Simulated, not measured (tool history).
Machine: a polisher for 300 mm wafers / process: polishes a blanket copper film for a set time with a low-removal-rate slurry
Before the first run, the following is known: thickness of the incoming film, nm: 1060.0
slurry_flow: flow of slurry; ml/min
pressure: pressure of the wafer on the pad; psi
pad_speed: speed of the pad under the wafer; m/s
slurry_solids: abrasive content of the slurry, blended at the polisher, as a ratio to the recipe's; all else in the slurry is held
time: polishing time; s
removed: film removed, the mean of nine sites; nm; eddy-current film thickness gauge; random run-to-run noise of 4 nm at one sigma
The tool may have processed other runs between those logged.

| run | day | slurry_flow | pressure | pad_speed | slurry_solids | time | removed |
|---|---|---|---|---|---|---|---|
| 1 | 0 | 315 | 3.3 | 1.4 | 1 | 56 | 305.24 |
| 2 | 0.121 | 315 | 3.3 | 1.4 | 1 | 56 | 302.65 |
| 3 | 0.362 | 315 | 3.7 | 1.4 | 1 | 56 | 332.65 |
| 4 | 0.512 | 315 | 4.1 | 1.4 | 1 | 56 | 350.67 |
| 5 | 0.796 | 315 | 4.4 | 1.42 | 1 | 56 | 368.63 |
| 6 | 0.971 | 315 | 4.7 | 1.46 | 1 | 56 | 399.53 |

What does the tool deliver on the next run?
| 7 | 1.079 | 315 | 4.9 | 1.48 | 1 | 56 | ? |

{"run 7": {"removed": 418.07}}
